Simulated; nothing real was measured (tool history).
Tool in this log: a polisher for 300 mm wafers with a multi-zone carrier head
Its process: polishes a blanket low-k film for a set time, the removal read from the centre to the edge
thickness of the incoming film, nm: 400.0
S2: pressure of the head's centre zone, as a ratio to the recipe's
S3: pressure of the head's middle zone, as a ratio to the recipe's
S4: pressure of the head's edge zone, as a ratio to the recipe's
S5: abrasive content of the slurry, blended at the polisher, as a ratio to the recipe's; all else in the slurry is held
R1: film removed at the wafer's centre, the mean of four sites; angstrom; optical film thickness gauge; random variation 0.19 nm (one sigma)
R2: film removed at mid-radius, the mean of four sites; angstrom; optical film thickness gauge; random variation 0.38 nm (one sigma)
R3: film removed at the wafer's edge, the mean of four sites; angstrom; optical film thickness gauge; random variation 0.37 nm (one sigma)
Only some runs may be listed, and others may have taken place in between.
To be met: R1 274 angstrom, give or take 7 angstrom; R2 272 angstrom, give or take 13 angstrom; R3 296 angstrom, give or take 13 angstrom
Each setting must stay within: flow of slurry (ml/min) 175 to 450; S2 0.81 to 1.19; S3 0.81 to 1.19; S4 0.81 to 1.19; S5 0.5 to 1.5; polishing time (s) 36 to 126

{"run": 1, "hour": 0.0, "flow of slurry (ml/min)": 290, "S2": 1, "S3": 1, "S4": 1, "S5": 1, "polishing time (s)": 81, "R1": 371.83, "R2": 352.65, "R3": 365.53}
{"run": 2, "hour": 2.7, "flow of slurry (ml/min)": 290, "S2": 0.99, "S3": 0.99, "S4": 0.99, "S5": 0.95, "polishing time (s)": 81, "R1": 360.77, "R2": 351.74, "R3": 358.64}
{"run": 3, "hour": 6.4, "flow of slurry (ml/min)": 290, "S2": 0.99, "S3": 0.99, "S4": 0.99, "S5": 1.1, "polishing time (s)": 81, "R1": 381.24, "R2": 362.83, "R3": 379.81}
{"run": 4, "hour": 11.4, "flow of slurry (ml/min)": 290, "S2": 0.98, "S3": 0.97, "S4": 0.99, "S5": 1.05, "polishing time (s)": 81, "R1": 370.14, "R2": 356.88, "R3": 368.12}
{"run": 5, "hour": 14.3, "flow of slurry (ml/min)": 290, "S2": 0.98, "S3": 0.92, "S4": 0.99, "S5": 1.05, "polishing time (s)": 81, "R1": 370.29, "R2": 343.49, "R3": 376.27}
{"run": 6, "hour": 20.2, "flow of slurry (ml/min)": 290, "S2": 0.98, "S3": 0.92, "S4": 0.99, "S5": 1.2, "polishing time (s)": 81, "R1": 381.19, "R2": 366.5, "R3": 380.98}
{"run": 7, "hour": 28.3, "flow of slurry (ml/min)": 285, "S2": 0.88, "S3": 0.95, "S4": 0.89, "S5": 0.95, "polishing time (s)": 72, "R1": 283.37, "R2": 307.76, "R3": 300.46}
{"run": 8, "hour": 36.9, "flow of slurry (ml/min)": 280, "S2": 0.88, "S3": 0.94, "S4": 0.89, "S5": 0.95, "polishing time (s)": 72, "R1": 282.33, "R2": 306.05, "R3": 301.86}
{"run": 9, "hour": 39.7, "flow of slurry (ml/min)": 280, "S2": 0.88, "S3": 0.93, "S4": 0.89, "S5": 0.95, "polishing time (s)": 72, "R1": 283.5, "R2": 296.45, "R3": 300.58}

Next run, 4 choices. One meets every target within its allowed miss, the rest don't. Which?
{"run": "A", "hour": 42.5, "flow of slurry (ml/min)": 250, "S2": 0.97, "S3": 0.87, "S4": 0.94, "S5": 0.7, "polishing time (s)": 70, "R1": "?", "R2": "?", "R3": "?"}
{"run": "B", "hour": 42.5, "flow of slurry (ml/min)": 390, "S2": 0.89, "S3": 0.9, "S4": 0.96, "S5": 0.7, "polishing time (s)": 72, "R1": "?", "R2": "?", "R3": "?"}
{"run": "C", "hour": 42.5, "flow of slurry (ml/min)": 275, "S2": 0.93, "S3": 0.81, "S4": 1.02, "S5": 0.7, "polishing time (s)": 72, "R1": "?", "R2": "?", "R3": "?"}
{"run": "D", "hour": 42.5, "flow of slurry (ml/min)": 255, "S2": 0.82, "S3": 0.84, "S4": 0.88, "S5": 0.6, "polishing time (s)": 82, "R1": "?", "R2": "?", "R3": "?"}

move=A R1=272.91 R2=246.54 R3=274.43
move=B R1=270.83 R2=272.41 R3=295.21
move=C R1=272.53 R2=243.49 R3=296.41
move=D R1=259.2 R2=270.49 R3=299.42
A: pushes the last run's worst result past its target
B: every result within its allowed miss
C: pushes the last run's worst result past its target
D: brings the last run's worst result on target, with another outside its allowed miss
Correct choice: B, which meets every target

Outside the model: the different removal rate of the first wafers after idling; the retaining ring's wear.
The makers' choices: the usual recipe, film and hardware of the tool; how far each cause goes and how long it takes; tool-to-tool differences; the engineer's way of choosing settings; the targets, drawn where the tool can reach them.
